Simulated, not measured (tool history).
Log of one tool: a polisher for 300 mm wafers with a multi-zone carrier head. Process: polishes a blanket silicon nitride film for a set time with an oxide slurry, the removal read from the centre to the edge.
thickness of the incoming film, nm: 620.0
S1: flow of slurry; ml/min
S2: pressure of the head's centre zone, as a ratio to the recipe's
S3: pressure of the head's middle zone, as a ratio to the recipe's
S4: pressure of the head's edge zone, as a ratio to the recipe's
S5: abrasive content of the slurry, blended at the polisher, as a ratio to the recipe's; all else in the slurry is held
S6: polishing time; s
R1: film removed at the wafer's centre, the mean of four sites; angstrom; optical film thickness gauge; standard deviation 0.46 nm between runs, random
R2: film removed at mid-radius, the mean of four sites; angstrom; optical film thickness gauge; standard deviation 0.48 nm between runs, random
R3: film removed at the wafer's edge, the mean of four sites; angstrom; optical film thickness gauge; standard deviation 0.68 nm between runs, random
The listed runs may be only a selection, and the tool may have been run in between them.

Run 1, hour 0: S1 170 ml/min, S2 1, S3 1, S4 1, S5 1, S6 67 s. Result: R1 314.55 angstrom, R2 310.9 angstrom, R3 316.4 angstrom.
Run 2, hour 1.3: S1 180 ml/min, S2 1.03, S3 1.01, S4 1.04, S5 1.15, S6 69 s. Result: R1 371 angstrom, R2 359.75 angstrom, R3 365.74 angstrom.
Run 3, hour 9.1: S1 220 ml/min, S2 1.03, S3 1.01, S4 1.04, S5 1.15, S6 69 s. Result: R1 377.3 angstrom, R2 364.13 angstrom, R3 365.58 angstrom.
Run 4, hour 11.1: S1 180 ml/min, S2 1.03, S3 1.01, S4 1.04, S5 1.15, S6 69 s. Result: R1 365.32 angstrom, R2 359.71 angstrom, R3 358.12 angstrom.
Run 5, hour 14.8: S1 180 ml/min, S2 1.03, S3 0.97, S4 1.04, S5 1.15, S6 69 s. Result: R1 371.55 angstrom, R2 349.23 angstrom, R3 357.05 angstrom.
Run 6, hour 20.6: S1 180 ml/min, S2 1.03, S3 0.92, S4 1.04, S5 1.15, S6 69 s. Result: R1 362.17 angstrom, R2 337.05 angstrom, R3 362.64 angstrom.
Run 7, hour 22.9: S1 180 ml/min, S2 1.04, S3 0.93, S4 1.07, S5 1.25, S6 70 s. Result: R1 397.01 angstrom, R2 359.72 angstrom, R3 383.7 angstrom.
Run 8, hour 27: S1 180 ml/min, S2 1.04, S3 0.94, S4 1.09, S5 1.3, S6 72 s. Result: R1 418.21 angstrom, R2 372.13 angstrom, R3 412.52 angstrom.
Run 9, hour 34.7: S1 180 ml/min, S2 1.04, S3 0.98, S4 1.1, S5 1.35, S6 73 s. Result: R1 429.51 angstrom, R2 400.7 angstrom, R3 429.77 angstrom.

What will run 10 give?
Run 10, hour 40.2: S1 185 ml/min, S2 1.06, S3 1, S4 1.12, S5 1.4, S6 73 s. Result: R1 ?, R2 ?, R3 ?.

R1: 442.21 angstrom
R2: 416.1 angstrom
R3: 443.85 angstrom
